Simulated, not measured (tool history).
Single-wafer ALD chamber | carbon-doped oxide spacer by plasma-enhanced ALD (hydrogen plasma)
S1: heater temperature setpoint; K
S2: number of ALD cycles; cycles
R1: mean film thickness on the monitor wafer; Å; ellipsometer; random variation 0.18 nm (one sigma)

Run 1, day 0.000: S1 678.15 K, S2 634 cycles. Result: R1 273.49 Å.
Run 2, day 0.096: S1 678.15 K, S2 576 cycles. Result: R1 249.78 Å.
Run 3, day 0.512: S1 669.15 K, S2 576 cycles. Result: R1 251.19 Å.
Run 4, day 0.646: S1 669.15 K, S2 630 cycles. Result: R1 275.11 Å.
Run 5, day 0.725: S1 675.15 K, S2 630 cycles. Result: R1 272.09 Å.
Run 6, day 1.079: S1 675.15 K, S2 688 cycles. Result: R1 296.83 Å.

Forecast run 7:
Run 7, day 1.496: S1 675.15 K, S2 696 cycles. Result: R1 ?.

Run 7 gave R1 302.10 Å.
